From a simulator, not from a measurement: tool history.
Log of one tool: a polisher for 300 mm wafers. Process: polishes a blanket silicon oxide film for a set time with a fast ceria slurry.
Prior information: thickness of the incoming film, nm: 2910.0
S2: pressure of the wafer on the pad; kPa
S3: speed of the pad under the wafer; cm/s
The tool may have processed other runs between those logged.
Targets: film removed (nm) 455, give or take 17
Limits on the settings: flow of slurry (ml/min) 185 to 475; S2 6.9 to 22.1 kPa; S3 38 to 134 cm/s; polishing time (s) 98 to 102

{"run": 1, "day": 0.0, "flow of slurry (ml/min)": 305, "S2": 14.5, "S3": 86, "polishing time (s)": 98, "film removed (nm)": 808.76}
{"run": 2, "day": 0.15, "flow of slurry (ml/min)": 305, "S2": 14.5, "S3": 86, "polishing time (s)": 98, "film removed (nm)": 793.63}
{"run": 3, "day": 0.246, "flow of slurry (ml/min)": 305, "S2": 17.9, "S3": 86, "polishing time (s)": 98, "film removed (nm)": 984.68}
{"run": 4, "day": 0.267, "flow of slurry (ml/min)": 235, "S2": 17.9, "S3": 86, "polishing time (s)": 98, "film removed (nm)": 955.93}
{"run": 5, "day": 0.629, "flow of slurry (ml/min)": 235, "S2": 15.9, "S3": 84, "polishing time (s)": 98, "film removed (nm)": 832.81}
{"day": 0.967, "done": "worn pad replaced by a new one"}
{"run": 6, "day": 0.967, "flow of slurry (ml/min)": 235, "S2": 14.5, "S3": 82, "polishing time (s)": 98, "film removed (nm)": 820.05}
{"run": 7, "day": 1.05, "flow of slurry (ml/min)": 245, "S2": 13.1, "S3": 76, "polishing time (s)": 98, "film removed (nm)": 697.77}
{"run": 8, "day": 1.179, "flow of slurry (ml/min)": 245, "S2": 11.7, "S3": 74, "polishing time (s)": 98, "film removed (nm)": 609.09}
{"run": 9, "day": 1.442, "flow of slurry (ml/min)": 245, "S2": 7.6, "S3": 72, "polishing time (s)": 98, "film removed (nm)": 391.75}
{"run": 10, "day": 1.788, "flow of slurry (ml/min)": 245, "S2": 8.3, "S3": 72, "polishing time (s)": 98, "film removed (nm)": 435.65}

Which single option among these 5 for the next run brings every result within its allowed miss of target? Just one does.
{"run": "A", "day": 2.133, "flow of slurry (ml/min)": 215, "S2": 10.3, "S3": 60, "polishing time (s)": 102, "film removed (nm)": "?"}
{"run": "B", "day": 2.133, "flow of slurry (ml/min)": 245, "S2": 7.6, "S3": 76, "polishing time (s)": 100, "film removed (nm)": "?"}
{"run": "C", "day": 2.133, "flow of slurry (ml/min)": 240, "S2": 11.7, "S3": 44, "polishing time (s)": 102, "film removed (nm)": "?"}
{"run": "D", "day": 2.133, "flow of slurry (ml/min)": 245, "S2": 9, "S3": 80, "polishing time (s)": 98, "film removed (nm)": "?"}
{"run": "E", "day": 2.133, "flow of slurry (ml/min)": 220, "S2": 11.7, "S3": 60, "polishing time (s)": 98, "film removed (nm)": "?"}

move=A film_removed_(nm)=450.51
move=B film_removed_(nm)=416.98
move=C film_removed_(nm)=383.85
move=D film_removed_(nm)=502.93
move=E film_removed_(nm)=489.28
A: every result lands within tolerance
B: further off than the last run
C: further off than the last run
D: takes the biggest miss from the last run beyond its target
E: takes the biggest miss from the last run beyond its target
Answer: A
